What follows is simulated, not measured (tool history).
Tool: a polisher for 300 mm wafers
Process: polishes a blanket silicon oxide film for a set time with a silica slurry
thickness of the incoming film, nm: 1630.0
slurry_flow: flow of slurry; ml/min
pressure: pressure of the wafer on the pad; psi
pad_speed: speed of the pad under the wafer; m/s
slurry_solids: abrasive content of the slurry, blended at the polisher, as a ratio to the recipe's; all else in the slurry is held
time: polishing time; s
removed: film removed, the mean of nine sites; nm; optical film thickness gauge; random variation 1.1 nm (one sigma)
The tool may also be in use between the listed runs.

run 1 hour=0 | slurry_flow=230 pressure=3.1 pad_speed=1.52 slurry_solids=1 time=55 | removed=154.82
run 2 hour=5.4 | slurry_flow=225 pressure=3 pad_speed=1.52 slurry_solids=1 time=55 | removed=151.77
run 3 hour=12.2 | slurry_flow=225 pressure=2.9 pad_speed=1.52 slurry_solids=1 time=55 | removed=148.63
run 4 hour=19.9 | slurry_flow=225 pressure=2.9 pad_speed=1.52 slurry_solids=1.2 time=55 | removed=159.9
run 5 hour=24.4 | slurry_flow=225 pressure=2.8 pad_speed=1.52 slurry_solids=1.2 time=55 | removed=157.88
run 6 hour=29.7 | slurry_flow=250 pressure=2.8 pad_speed=1.52 slurry_solids=1.2 time=55 | removed=159.82
run 7 hour=30.7 | slurry_flow=250 pressure=2.8 pad_speed=1.52 slurry_solids=1.2 time=55 | removed=161.26

Run 8 comes next. What will it give?
run 8 hour=33.2 | slurry_flow=230 pressure=2.7 pad_speed=1.52 slurry_solids=1.2 time=55 | removed=?

{"run 8": {"removed": 155.5}}

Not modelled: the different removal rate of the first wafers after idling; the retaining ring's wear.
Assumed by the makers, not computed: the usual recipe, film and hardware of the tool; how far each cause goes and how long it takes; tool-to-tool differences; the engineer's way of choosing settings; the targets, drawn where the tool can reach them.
